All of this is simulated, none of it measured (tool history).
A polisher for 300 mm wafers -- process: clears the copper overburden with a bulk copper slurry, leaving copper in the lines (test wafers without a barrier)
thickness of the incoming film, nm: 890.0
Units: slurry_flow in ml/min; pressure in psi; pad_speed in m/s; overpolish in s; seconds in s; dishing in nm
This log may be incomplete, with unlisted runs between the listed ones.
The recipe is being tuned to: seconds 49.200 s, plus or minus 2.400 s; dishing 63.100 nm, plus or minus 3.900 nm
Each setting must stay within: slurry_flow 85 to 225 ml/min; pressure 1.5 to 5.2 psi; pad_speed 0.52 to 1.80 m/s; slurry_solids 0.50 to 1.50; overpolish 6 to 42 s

{"run": 1, "hour": 0.0, "slurry_flow": 145, "pressure": 3.3, "pad_speed": 1.16, "slurry_solids": 1.0, "overpolish": 21, "seconds": 54.74, "dishing": 120.69}
{"run": 2, "hour": 7.3, "slurry_flow": 145, "pressure": 3.0, "pad_speed": 1.26, "slurry_solids": 1.0, "overpolish": 19, "seconds": 54.583, "dishing": 110.74}
{"run": 3, "hour": 11.2, "slurry_flow": 145, "pressure": 2.3, "pad_speed": 1.26, "slurry_solids": 1.0, "overpolish": 19, "seconds": 71.387, "dishing": 96.961}
{"run": 4, "hour": 19.4, "slurry_flow": 145, "pressure": 2.3, "pad_speed": 1.26, "slurry_solids": 1.0, "overpolish": 13, "seconds": 68.412, "dishing": 78.905}
{"run": 5, "hour": 28.0, "slurry_flow": 145, "pressure": 1.5, "pad_speed": 1.26, "slurry_solids": 1.0, "overpolish": 13, "seconds": 105.39, "dishing": 59.726}
{"run": 6, "hour": 36.1, "slurry_flow": 145, "pressure": 1.5, "pad_speed": 1.26, "slurry_solids": 1.0, "overpolish": 21, "seconds": 104.24, "dishing": 77.7}
{"run": 7, "hour": 36.8, "slurry_flow": 150, "pressure": 1.5, "pad_speed": 1.34, "slurry_solids": 1.05, "overpolish": 19, "seconds": 97.558, "dishing": 75.185}
{"run": 8, "hour": 37.9, "slurry_flow": 160, "pressure": 1.6, "pad_speed": 1.4, "slurry_solids": 1.1, "overpolish": 17, "seconds": 86.065, "dishing": 76.32}
{"run": 9, "hour": 40.4, "slurry_flow": 150, "pressure": 1.7, "pad_speed": 1.46, "slurry_solids": 1.05, "overpolish": 15, "seconds": 82.101, "dishing": 77.484}
{"run": 10, "hour": 44.8, "slurry_flow": 160, "pressure": 1.9, "pad_speed": 1.38, "slurry_solids": 1.1, "overpolish": 14, "seconds": 75.237, "dishing": 76.201}
{"run": 11, "hour": 51.0, "slurry_flow": 160, "pressure": 1.9, "pad_speed": 1.38, "slurry_solids": 1.1, "overpolish": 14, "seconds": 74.576, "dishing": 78.68}
{"run": 12, "hour": 51.8, "slurry_flow": 170, "pressure": 2.0, "pad_speed": 1.38, "slurry_solids": 1.05, "overpolish": 13, "seconds": 70.796, "dishing": 76.681}
{"run": 13, "hour": 53.2, "slurry_flow": 180, "pressure": 2.1, "pad_speed": 1.38, "slurry_solids": 1.0, "overpolish": 12, "seconds": 68.351, "dishing": 77.171}
{"run": 14, "hour": 62.2, "slurry_flow": 185, "pressure": 2.1, "pad_speed": 1.38, "slurry_solids": 1.1, "overpolish": 11, "seconds": 65.267, "dishing": 74.505}
{"run": 15, "hour": 65.3, "slurry_flow": 190, "pressure": 2.2, "pad_speed": 1.36, "slurry_solids": 1.15, "overpolish": 10, "seconds": 63.044, "dishing": 71.747}
{"run": 16, "hour": 71.4, "slurry_flow": 195, "pressure": 2.3, "pad_speed": 1.34, "slurry_solids": 1.2, "overpolish": 9, "seconds": 61.03, "dishing": 70.617}
{"run": 17, "hour": 75.7, "slurry_flow": 200, "pressure": 2.4, "pad_speed": 1.34, "slurry_solids": 1.25, "overpolish": 9, "seconds": 58.694, "dishing": 72.033}
{"run": 18, "hour": 82.0, "slurry_flow": 205, "pressure": 2.4, "pad_speed": 1.34, "slurry_solids": 1.3, "overpolish": 9, "seconds": 55.715, "dishing": 72.502}
{"run": 19, "hour": 88.8, "slurry_flow": 205, "pressure": 2.4, "pad_speed": 1.34, "slurry_solids": 1.3, "overpolish": 9, "seconds": 56.25, "dishing": 73.607}

Exercise: of the 4 proposed moves below, exactly one satisfies all targets within the stated allowed misses. Which move is it?
{"run": "A", "hour": 95.6, "slurry_flow": 215, "pressure": 2.8, "pad_speed": 1.34, "slurry_solids": 1.35, "overpolish": 6, "seconds": "?", "dishing": "?"}
{"run": "B", "hour": 95.6, "slurry_flow": 210, "pressure": 2.5, "pad_speed": 1.3, "slurry_solids": 1.4, "overpolish": 6, "seconds": "?", "dishing": "?"}
{"run": "C", "hour": 95.6, "slurry_flow": 195, "pressure": 2.8, "pad_speed": 1.52, "slurry_solids": 1.3, "overpolish": 7, "seconds": "?", "dishing": "?"}
{"run": "D", "hour": 95.6, "slurry_flow": 190, "pressure": 3.2, "pad_speed": 1.0, "slurry_solids": 1.45, "overpolish": 6, "seconds": "?", "dishing": "?"}

move=A seconds=48.414 dishing=60.057
move=B seconds=55.320 dishing=53.855
move=C seconds=43.699 dishing=71.961
move=D seconds=56.487 dishing=53.958
A: all results land within tolerance of their targets
B: gains on the last run, yet a result remains outside its allowed miss
C: the result that was furthest off in the last run now lies on the other side of its target
D: about the same distance from the targets as the last run
The right move is A.
